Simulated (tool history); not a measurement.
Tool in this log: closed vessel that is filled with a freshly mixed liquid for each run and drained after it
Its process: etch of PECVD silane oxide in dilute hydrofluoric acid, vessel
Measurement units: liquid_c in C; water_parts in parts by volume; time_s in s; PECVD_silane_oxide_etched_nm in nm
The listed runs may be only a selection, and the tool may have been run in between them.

run  hour  liquid_c  water_parts  time_s  PECVD_silane_oxide_etched_nm
  1   0.0      20.0          145      30                        2.9951
  2   5.3      20.0          145      30                        3.0428
  3  13.7      20.0          175      30                        2.4030
  4  16.8      20.0          175      30                        2.4542
  5  22.5      20.0          175      30                        2.4656
  6  26.2      22.5          150      30                        3.2278
  7  26.7      22.5          150      30                        3.2268
  8  30.9      24.0          135      30                        3.8095
  9  34.5      24.0          135      30                        3.8146
 10  42.8      25.0          125      30                        4.3426
 11  48.4      26.0          120      30                        4.7317
 12  53.9      26.5          115      30                        5.0977
 13  58.1      27.0          115      30                        5.1831

The next listed run, before its measurement:
 14  66.6      27.5          115      30                             ?

{"run 14": {"PECVD_silane_oxide_etched_nm": 5.2898}}
